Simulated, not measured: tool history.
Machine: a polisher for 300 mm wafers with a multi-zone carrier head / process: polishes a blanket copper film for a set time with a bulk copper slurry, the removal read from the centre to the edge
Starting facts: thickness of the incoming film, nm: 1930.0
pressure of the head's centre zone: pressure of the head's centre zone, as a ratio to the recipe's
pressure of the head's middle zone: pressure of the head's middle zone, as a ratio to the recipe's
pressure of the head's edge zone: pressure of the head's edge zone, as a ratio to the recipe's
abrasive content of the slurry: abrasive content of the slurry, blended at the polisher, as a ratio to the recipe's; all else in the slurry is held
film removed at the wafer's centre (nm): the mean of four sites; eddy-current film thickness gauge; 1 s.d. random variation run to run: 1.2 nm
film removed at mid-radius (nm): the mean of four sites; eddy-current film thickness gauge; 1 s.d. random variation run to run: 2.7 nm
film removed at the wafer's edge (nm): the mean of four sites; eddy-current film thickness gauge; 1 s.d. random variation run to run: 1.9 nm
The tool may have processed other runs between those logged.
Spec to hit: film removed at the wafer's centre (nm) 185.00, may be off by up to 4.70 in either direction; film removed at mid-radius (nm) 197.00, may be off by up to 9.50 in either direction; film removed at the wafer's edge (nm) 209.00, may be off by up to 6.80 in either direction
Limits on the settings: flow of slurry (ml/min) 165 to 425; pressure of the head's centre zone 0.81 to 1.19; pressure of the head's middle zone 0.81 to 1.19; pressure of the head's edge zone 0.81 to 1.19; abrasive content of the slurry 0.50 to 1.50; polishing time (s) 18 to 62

run	hour	flow of slurry (ml/min)	pressure of the head's centre zone	pressure of the head's middle zone	pressure of the head's edge zone	abrasive content of the slurry	polishing time (s)	film removed at the wafer's centre (nm)	film removed at mid-radius (nm)	film removed at the wafer's edge (nm)
1	0.0	275	1.00	1.00	1.00	1.00	40	230.29	229.94	237.26
2	3.3	270	0.97	0.98	0.98	0.95	40	221.94	229.88	231.06
3	9.4	265	0.95	0.95	0.98	0.90	40	215.53	221.88	230.79
4	14.2	260	0.93	0.93	0.97	0.85	40	211.24	212.08	231.48
5	22.1	260	0.93	0.93	0.97	0.70	40	203.94	206.49	217.72
6	29.1	260	0.93	0.93	0.97	0.70	48	241.34	249.51	266.51
7	36.1	260	0.93	0.93	0.97	0.70	48	244.58	248.81	262.07
8	37.8	255	0.91	0.92	0.96	0.65	47	227.94	238.74	251.49

Below are 5 possible settings for the next run. Only one of them brings all results inside the allowed miss of their targets. Which is it?
A	39.5	260	0.87	0.99	0.96	0.55	40	?	?	?
B	39.5	195	0.92	0.95	1.01	0.75	38	?	?	?
C	39.5	345	0.92	0.97	0.95	0.75	35	?	?	?
D	39.5	305	1.00	0.89	0.95	0.50	37	?	?	?
E	39.5	205	0.91	1.12	0.89	0.50	40	?	?	?

move	film removed at the wafer's centre (nm)	film removed at mid-radius (nm)	film removed at the wafer's edge (nm)
A	187.06	212.84	213.40
B	185.73	194.97	209.82
C	185.47	196.56	198.18
D	197.93	181.18	197.11
E	185.57	225.78	198.16
A: the furthest-off result lands on target, but another misses its tolerance
B: hits every target within its allowed miss
C: the furthest-off result lands on target, but another misses its tolerance
D: closer than the last run, but not yet in spec
E: the furthest-off result lands on target, but another misses its tolerance
The right move is B.

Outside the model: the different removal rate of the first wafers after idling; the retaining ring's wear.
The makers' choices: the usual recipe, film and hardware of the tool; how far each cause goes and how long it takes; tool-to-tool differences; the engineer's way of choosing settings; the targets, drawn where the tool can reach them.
